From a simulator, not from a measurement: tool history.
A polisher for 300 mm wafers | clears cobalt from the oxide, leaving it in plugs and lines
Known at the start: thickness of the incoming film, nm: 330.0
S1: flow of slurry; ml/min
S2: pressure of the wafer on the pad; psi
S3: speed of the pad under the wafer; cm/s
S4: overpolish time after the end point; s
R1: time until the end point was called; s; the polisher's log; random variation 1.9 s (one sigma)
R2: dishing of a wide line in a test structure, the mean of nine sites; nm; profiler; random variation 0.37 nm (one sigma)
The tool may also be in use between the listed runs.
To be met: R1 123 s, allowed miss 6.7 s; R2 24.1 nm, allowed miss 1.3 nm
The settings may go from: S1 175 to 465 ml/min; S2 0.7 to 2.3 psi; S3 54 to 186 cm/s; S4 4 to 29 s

| run | hour | S1 | S2 | S3 | S4 | R1 | R2 |
|---|---|---|---|---|---|---|---|
| 1 | 0 | 295 | 1.5 | 118 | 15 | 66.656 | 40.146 |
| 2 | 1.8 | 295 | 1.5 | 108 | 15 | 72.116 | 39.18 |
| 3 | 5.3 | 295 | 1.5 | 96 | 15 | 79.749 | 35.918 |
| 4 | 10.5 | 295 | 1.5 | 96 | 10 | 79.855 | 28.357 |
| 5 | 12.9 | 340 | 1.5 | 96 | 10 | 80.414 | 28.958 |
| 6 | 22 | 340 | 1.3 | 94 | 10 | 91.939 | 25.138 |
| 7 | 28.9 | 340 | 1.2 | 92 | 11 | 103.7 | 25.328 |
| 8 | 35.2 | 340 | 1.1 | 92 | 11 | 113.15 | 23.535 |
| 9 | 36.3 | 340 | 1.1 | 92 | 12 | 111.26 | 25.524 |

5 next moves are on the table. One of them brings every result within its allowed miss. Which?
| A | 37.4 | 340 | 0.9 | 94 | 11 | ? | ? |
| B | 37.4 | 280 | 1 | 84 | 13 | ? | ? |
| C | 37.4 | 345 | 1.3 | 70 | 12 | ? | ? |
| D | 37.4 | 320 | 1 | 76 | 12 | ? | ? |
| E | 37.4 | 370 | 1 | 80 | 14 | ? | ? |

| move | R1 | R2 |
|---|---|---|
| A | 135.9 | 21.194 |
| B | 138.8 | 23.688 |
| C | 126.53 | 23.893 |
| D | 151.31 | 20.879 |
| E | 142.71 | 24.527 |
A: takes the result that was furthest off past its target
B: takes the result that was furthest off past its target
C: meets every target
D: takes the result that was furthest off past its target
E: takes the result that was furthest off past its target
Move C is the one to make.

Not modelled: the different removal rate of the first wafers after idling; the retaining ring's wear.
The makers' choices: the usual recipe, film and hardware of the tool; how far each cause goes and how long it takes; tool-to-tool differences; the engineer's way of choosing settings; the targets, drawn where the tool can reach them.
